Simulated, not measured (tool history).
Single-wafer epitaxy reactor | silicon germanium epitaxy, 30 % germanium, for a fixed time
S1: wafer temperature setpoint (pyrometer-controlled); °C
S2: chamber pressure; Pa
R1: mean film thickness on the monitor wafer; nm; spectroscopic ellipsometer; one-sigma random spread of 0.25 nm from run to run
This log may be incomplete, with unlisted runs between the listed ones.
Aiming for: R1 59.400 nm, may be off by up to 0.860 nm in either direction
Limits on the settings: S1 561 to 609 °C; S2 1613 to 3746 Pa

run 1 day=0.000 | S1=585 S2=2680 | R1=43.220
run 2 day=0.246 | S1=578 S2=2680 | R1=38.002
run 3 day=0.462 | S1=588 S2=2680 | R1=45.385
run 4 day=0.679 | S1=590 S2=2680 | R1=47.279
run 5 day=1.046 | S1=592 S2=2680 | R1=48.904
run 6 day=1.329 | S1=593 S2=2680 | R1=49.610
run 7 day=1.671 | S1=594 S2=2680 | R1=50.704
run 8 day=1.742 | S1=594 S2=2680 | R1=50.340
run 9 day=1.996 | S1=604 S2=2693 | R1=60.336

Consider the 4 candidate settings below. Which is the only one whose results all fall within their allowed miss of target?
run A day=2.250 | S1=600 S2=2773 | R1=?
run B day=2.250 | S1=603 S2=2493 | R1=?
run C day=2.250 | S1=597 S2=3133 | R1=?
run D day=2.250 | S1=602 S2=2826 | R1=?

move=A R1=57.063
move=B R1=56.787
move=C R1=57.670
move=D R1=59.677
A: the result that was furthest off in the last run now lies on the other side of its target
B: the result that was furthest off in the last run now lies on the other side of its target
C: the result that was furthest off in the last run now lies on the other side of its target
D: each result inside its tolerance
D is the move that brings every result within its allowed miss.

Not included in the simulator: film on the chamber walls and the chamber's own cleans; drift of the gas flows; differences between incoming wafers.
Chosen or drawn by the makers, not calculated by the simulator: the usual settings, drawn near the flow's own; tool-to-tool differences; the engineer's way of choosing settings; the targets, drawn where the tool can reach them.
